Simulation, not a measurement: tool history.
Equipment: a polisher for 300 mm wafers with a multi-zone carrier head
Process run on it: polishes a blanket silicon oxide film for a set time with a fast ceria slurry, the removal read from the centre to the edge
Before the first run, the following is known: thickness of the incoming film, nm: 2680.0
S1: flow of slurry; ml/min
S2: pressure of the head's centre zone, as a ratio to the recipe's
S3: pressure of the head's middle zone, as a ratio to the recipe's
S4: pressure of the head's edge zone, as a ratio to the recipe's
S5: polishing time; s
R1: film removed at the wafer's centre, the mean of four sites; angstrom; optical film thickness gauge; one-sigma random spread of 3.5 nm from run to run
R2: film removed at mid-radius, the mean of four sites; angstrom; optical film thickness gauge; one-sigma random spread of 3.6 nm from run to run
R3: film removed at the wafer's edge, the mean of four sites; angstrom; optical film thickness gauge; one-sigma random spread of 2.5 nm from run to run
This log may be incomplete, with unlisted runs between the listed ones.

{"run": 1, "hour": 0.0, "S1": 315, "S2": 1, "S3": 1, "S4": 1, "S5": 34, "R1": 2413.2, "R2": 2510.3, "R3": 2446.1}
{"run": 2, "hour": 8.0, "S1": 320, "S2": 1.02, "S3": 0.99, "S4": 1.04, "S5": 35, "R1": 2546, "R2": 2670.2, "R3": 2596.1}
{"run": 3, "hour": 15.0, "S1": 320, "S2": 0.95, "S3": 0.99, "S4": 1.04, "S5": 35, "R1": 2419.7, "R2": 2615.4, "R3": 2608.7}
{"run": 4, "hour": 19.5, "S1": 320, "S2": 0.95, "S3": 0.99, "S4": 1.04, "S5": 30, "R1": 2050.7, "R2": 2269.8, "R3": 2255.2}
{"run": 5, "hour": 20.9, "S1": 325, "S2": 0.98, "S3": 0.96, "S4": 1.07, "S5": 32, "R1": 2201.9, "R2": 2377.6, "R3": 2390.1}
{"run": 6, "hour": 28.9, "S1": 325, "S2": 0.98, "S3": 0.96, "S4": 1.13, "S5": 32, "R1": 2239.4, "R2": 2352.1, "R3": 2470.4}
{"run": 7, "hour": 36.1, "S1": 320, "S2": 1, "S3": 0.94, "S4": 1.14, "S5": 34, "R1": 2411.3, "R2": 2430.3, "R3": 2603.8}
{"run": 8, "hour": 39.8, "S1": 320, "S2": 1.01, "S3": 0.93, "S4": 1.15, "S5": 35, "R1": 2533.3, "R2": 2500.7, "R3": 2760}
{"run": 9, "hour": 45.0, "S1": 345, "S2": 1.11, "S3": 0.97, "S4": 1.19, "S5": 38, "R1": 2969.1, "R2": 2799, "R3": 3010}

The next listed run, before its measurement:
{"run": 10, "hour": 53.3, "S1": 345, "S2": 1.11, "S3": 0.96, "S4": 1.19, "S5": 38, "R1": "?", "R2": "?", "R3": "?"}

R1: 3004.3 angstrom
R2: 2745.2 angstrom
R3: 3005.3 angstrom

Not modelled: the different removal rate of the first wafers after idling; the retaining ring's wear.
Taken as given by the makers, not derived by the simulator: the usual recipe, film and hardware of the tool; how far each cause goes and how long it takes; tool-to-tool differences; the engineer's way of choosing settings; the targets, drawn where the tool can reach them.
